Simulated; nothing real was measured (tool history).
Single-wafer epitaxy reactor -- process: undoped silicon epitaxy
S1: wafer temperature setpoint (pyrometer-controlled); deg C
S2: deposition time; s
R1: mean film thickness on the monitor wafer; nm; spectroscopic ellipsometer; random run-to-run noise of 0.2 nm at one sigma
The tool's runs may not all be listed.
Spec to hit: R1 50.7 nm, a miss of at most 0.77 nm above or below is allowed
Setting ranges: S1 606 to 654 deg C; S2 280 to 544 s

{"run": 1, "hour": 0.0, "S1": 630, "S2": 412, "R1": 47.128}
{"run": 2, "hour": 1.1, "S1": 632, "S2": 412, "R1": 49.298}
{"run": 3, "hour": 6.8, "S1": 639, "S2": 412, "R1": 57.347}
{"run": 4, "hour": 12.9, "S1": 629, "S2": 412, "R1": 45.962}
{"run": 5, "hour": 18.1, "S1": 629, "S2": 373, "R1": 41.471}
{"run": 6, "hour": 25.4, "S1": 630, "S2": 373, "R1": 42.646}
{"run": 7, "hour": 32.8, "S1": 631, "S2": 373, "R1": 43.467}
{"run": 8, "hour": 34.0, "S1": 632, "S2": 373, "R1": 44.47}
{"run": 9, "hour": 37.9, "S1": 633, "S2": 373, "R1": 45.231}
{"run": 10, "hour": 40.3, "S1": 634, "S2": 373, "R1": 46.763}
{"run": 11, "hour": 42.6, "S1": 636, "S2": 373, "R1": 48.702}
{"run": 12, "hour": 45.3, "S1": 637, "S2": 373, "R1": 49.426}

Exactly one of the 4 candidate moves below puts every result within its allowed miss. Which one?
{"run": "A", "hour": 48.0, "S1": 631, "S2": 425, "R1": "?"}
{"run": "B", "hour": 48.0, "S1": 637, "S2": 382, "R1": "?"}
{"run": "C", "hour": 48.0, "S1": 640, "S2": 341, "R1": "?"}
{"run": "D", "hour": 48.0, "S1": 629, "S2": 432, "R1": "?"}

move=A R1=49.347
move=B R1=50.653
move=C R1=48.29
move=D R1=47.97
A: further off than the last run
B: every result lands within tolerance
C: further off than the last run
D: further off than the last run
The move that meets every target is B.
